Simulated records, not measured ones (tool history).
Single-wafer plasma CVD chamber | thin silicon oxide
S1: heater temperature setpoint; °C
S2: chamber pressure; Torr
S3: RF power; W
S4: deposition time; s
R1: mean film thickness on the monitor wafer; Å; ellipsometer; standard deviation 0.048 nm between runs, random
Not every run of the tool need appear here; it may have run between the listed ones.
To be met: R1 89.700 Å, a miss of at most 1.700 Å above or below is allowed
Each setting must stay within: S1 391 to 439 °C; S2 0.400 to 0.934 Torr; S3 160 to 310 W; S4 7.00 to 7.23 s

run 1 hour=0.0 | S1=415 S2=0.667 S3=235 S4=7.00 | R1=99.779
run 2 hour=1.1 | S1=415 S2=0.654 S3=235 S4=7.00 | R1=97.367
run 3 hour=7.1 | S1=415 S2=0.644 S3=235 S4=7.00 | R1=96.357
run 4 hour=13.2 | S1=404 S2=0.644 S3=235 S4=7.00 | R1=97.469
run 5 hour=20.9 | S1=404 S2=0.634 S3=235 S4=7.00 | R1=97.183
run 6 hour=29.7 | S1=406 S2=0.626 S3=235 S4=7.00 | R1=94.758
run 7 hour=30.3 | S1=406 S2=0.620 S3=235 S4=7.00 | R1=95.013
run 8 hour=36.1 | S1=407 S2=0.612 S3=235 S4=7.00 | R1=94.534
run 9 hour=43.8 | S1=407 S2=0.612 S3=235 S4=7.00 | R1=93.006
run 10 hour=51.3 | S1=407 S2=0.608 S3=235 S4=7.00 | R1=93.939

Which single option among these 4 for the next run brings every result within its allowed miss of target? Just one does.
run A hour=58.8 | S1=398 S2=0.620 S3=225 S4=7.23 | R1=?
run B hour=58.8 | S1=398 S2=0.677 S3=215 S4=7.23 | R1=?
run C hour=58.8 | S1=400 S2=0.658 S3=230 S4=7.23 | R1=?
run D hour=58.8 | S1=421 S2=0.543 S3=255 S4=7.00 | R1=?

move=A R1=95.729
move=B R1=98.624
move=C R1=101.360
move=D R1=90.444
A: lands further from the targets than the last run did
B: lands further from the targets than the last run did
C: lands further from the targets than the last run did
D: meets every target
Correct choice: D, which meets every target
